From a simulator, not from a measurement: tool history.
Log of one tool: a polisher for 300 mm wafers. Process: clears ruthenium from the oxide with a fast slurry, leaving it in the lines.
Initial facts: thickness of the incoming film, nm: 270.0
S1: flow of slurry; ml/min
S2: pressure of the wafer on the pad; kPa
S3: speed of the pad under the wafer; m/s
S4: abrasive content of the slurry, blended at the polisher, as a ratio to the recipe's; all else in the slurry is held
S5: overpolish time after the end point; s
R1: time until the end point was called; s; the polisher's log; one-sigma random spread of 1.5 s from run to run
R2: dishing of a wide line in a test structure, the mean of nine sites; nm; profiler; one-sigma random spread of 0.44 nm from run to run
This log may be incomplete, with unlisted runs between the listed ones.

run,day,S1,S2,S3,S4,S5,R1,R2
1,0,265,11,1.16,1,15,101.72,33.353
2,0.308,265,10.3,1.16,1,16,110.07,33.881
3,0.575,265,10.3,1.4,1,16,89.328,38.564
4,0.917,265,10.3,1.4,1,10,90.225,24.958
5,1.258,265,11.7,1.4,1,10,79.161,28.469
6,1.45,265,10.3,1.38,1.05,12,90.038,30.28

Estimate the outcome of run 7 from the log above:
7,1.775,265,9,1.36,1.1,13,?,?

R1: 104.12 s
R2: 28.294 nm
